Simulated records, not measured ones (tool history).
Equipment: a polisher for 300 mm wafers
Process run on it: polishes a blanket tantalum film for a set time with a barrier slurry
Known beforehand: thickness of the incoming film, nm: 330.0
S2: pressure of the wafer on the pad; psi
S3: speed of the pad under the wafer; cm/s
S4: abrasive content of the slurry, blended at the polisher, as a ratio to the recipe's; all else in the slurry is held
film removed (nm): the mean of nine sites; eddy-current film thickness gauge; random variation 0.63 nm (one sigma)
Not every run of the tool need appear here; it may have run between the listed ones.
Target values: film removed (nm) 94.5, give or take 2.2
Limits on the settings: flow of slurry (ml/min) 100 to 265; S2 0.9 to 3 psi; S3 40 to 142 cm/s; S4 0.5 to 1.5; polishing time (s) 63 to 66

Run 1, day 0: flow of slurry (ml/min) 170, S2 1.9 psi, S3 90 cm/s, S4 1, polishing time (s) 63. Result: film removed (nm) 78.516.
Run 2, day 0.342: flow of slurry (ml/min) 185, S2 2 psi, S3 90 cm/s, S4 1, polishing time (s) 63. Result: film removed (nm) 83.221.
Run 3, day 0.442: flow of slurry (ml/min) 190, S2 2.1 psi, S3 90 cm/s, S4 1, polishing time (s) 63. Result: film removed (nm) 86.146.
Run 4, day 0.783: flow of slurry (ml/min) 190, S2 2.1 psi, S3 76 cm/s, S4 1, polishing time (s) 63. Result: film removed (nm) 73.3.
Run 5, day 0.892: flow of slurry (ml/min) 230, S2 2.1 psi, S3 76 cm/s, S4 1, polishing time (s) 63. Result: film removed (nm) 75.411.
Run 6, day 1.021: flow of slurry (ml/min) 230, S2 2.2 psi, S3 76 cm/s, S4 1, polishing time (s) 63. Result: film removed (nm) 77.81.
Run 7, day 1.321: flow of slurry (ml/min) 230, S2 2.3 psi, S3 76 cm/s, S4 1, polishing time (s) 63. Result: film removed (nm) 78.968.
Run 8, day 1.45: flow of slurry (ml/min) 230, S2 2.5 psi, S3 76 cm/s, S4 1, polishing time (s) 63. Result: film removed (nm) 84.831.
Run 9, day 1.646: flow of slurry (ml/min) 230, S2 2.6 psi, S3 76 cm/s, S4 1, polishing time (s) 63. Result: film removed (nm) 86.362.
Run 10, day 1.95: flow of slurry (ml/min) 230, S2 2.7 psi, S3 76 cm/s, S4 1, polishing time (s) 63. Result: film removed (nm) 89.002.
Run 11, day 2.075: flow of slurry (ml/min) 230, S2 2.8 psi, S3 76 cm/s, S4 1, polishing time (s) 63. Result: film removed (nm) 92.216.

Of the 4 settings listed for the next run, only one would bring every result within its allowed miss of target. Which one?
Run A, day 2.2: flow of slurry (ml/min) 265, S2 3 psi, S3 74 cm/s, S4 0.85, polishing time (s) 65. Result: film removed (nm) ?.
Run B, day 2.2: flow of slurry (ml/min) 210, S2 3 psi, S3 68 cm/s, S4 1.1, polishing time (s) 65. Result: film removed (nm) ?.
Run C, day 2.2: flow of slurry (ml/min) 205, S2 2.7 psi, S3 76 cm/s, S4 1.15, polishing time (s) 63. Result: film removed (nm) ?.
Run D, day 2.2: flow of slurry (ml/min) 205, S2 2.6 psi, S3 72 cm/s, S4 1.15, polishing time (s) 66. Result: film removed (nm) ?.

move  film removed (nm)
   A             94.467
   B             90.253
   C             90.744
   D             87.822
A: all results land within tolerance of their targets
B: further off than the last run
C: further off than the last run
D: further off than the last run
Move A is the one to make.
